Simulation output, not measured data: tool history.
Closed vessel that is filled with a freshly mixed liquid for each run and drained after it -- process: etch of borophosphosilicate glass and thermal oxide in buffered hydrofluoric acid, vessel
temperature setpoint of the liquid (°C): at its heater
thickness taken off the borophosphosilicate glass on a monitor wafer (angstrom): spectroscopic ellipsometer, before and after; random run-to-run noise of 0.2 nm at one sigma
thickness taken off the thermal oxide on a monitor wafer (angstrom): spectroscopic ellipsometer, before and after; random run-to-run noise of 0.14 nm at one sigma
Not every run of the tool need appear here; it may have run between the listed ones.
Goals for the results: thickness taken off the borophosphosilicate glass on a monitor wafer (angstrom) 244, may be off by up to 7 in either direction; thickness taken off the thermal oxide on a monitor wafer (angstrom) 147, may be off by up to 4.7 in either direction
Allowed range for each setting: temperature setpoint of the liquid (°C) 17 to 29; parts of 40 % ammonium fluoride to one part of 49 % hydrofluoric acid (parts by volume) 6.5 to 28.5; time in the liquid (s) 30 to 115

| run | hour | temperature setpoint of the liquid (°C) | parts of 40 % ammonium fluoride to one part of 49 % hydrofluoric acid (parts by volume) | time in the liquid (s) | thickness taken off the borophosphosilicate glass on a monitor wafer (angstrom) | thickness taken off the thermal oxide on a monitor wafer (angstrom) |
|---|---|---|---|---|---|---|
| 1 | 0 | 21 | 17.5 | 60 | 561.76 | 334.9 |
| 2 | 7 | 21 | 17.5 | 50 | 464.93 | 278.94 |
| 3 | 14.7 | 19.5 | 20 | 50 | 375.46 | 227.97 |
| 4 | 18.7 | 19 | 22 | 50 | 338.38 | 206.9 |
| 5 | 23.1 | 18.5 | 23.5 | 50 | 317.63 | 189.04 |
| 6 | 29.1 | 17 | 23.5 | 50 | 287.84 | 174.61 |
| 7 | 34 | 17 | 24.5 | 50 | 287.05 | 168.56 |
| 8 | 42.1 | 17.5 | 25.5 | 50 | 285.07 | 169.02 |
| 9 | 44.7 | 17 | 28.5 | 50 | 256.71 | 155.39 |
| 10 | 48.6 | 17 | 28.5 | 45 | 227.42 | 137.97 |
| 11 | 53.6 | 17.5 | 28.5 | 45 | 236.07 | 142.7 |

Exactly one of the 4 candidate moves below puts every result within its allowed miss. Which one?
| A | 58.6 | 21 | 25.5 | 35 | ? | ? |
| B | 58.6 | 17.5 | 28.5 | 50 | ? | ? |
| C | 58.6 | 24 | 28.5 | 35 | ? | ? |
| D | 58.6 | 19 | 28.5 | 45 | ? | ? |

| move | thickness taken off the borophosphosilicate glass on a monitor wafer (angstrom) | thickness taken off the thermal oxide on a monitor wafer (angstrom) |
|---|---|---|
| A | 241.33 | 143.83 |
| B | 262.36 | 156.07 |
| C | 263.47 | 157.32 |
| D | 256.94 | 153 |
A: all results in spec
B: the result that was furthest off in the last run now lies on the other side of its target
C: the result that was furthest off in the last run now lies on the other side of its target
D: the result that was furthest off in the last run now lies on the other side of its target
Go with A: it meets all targets.
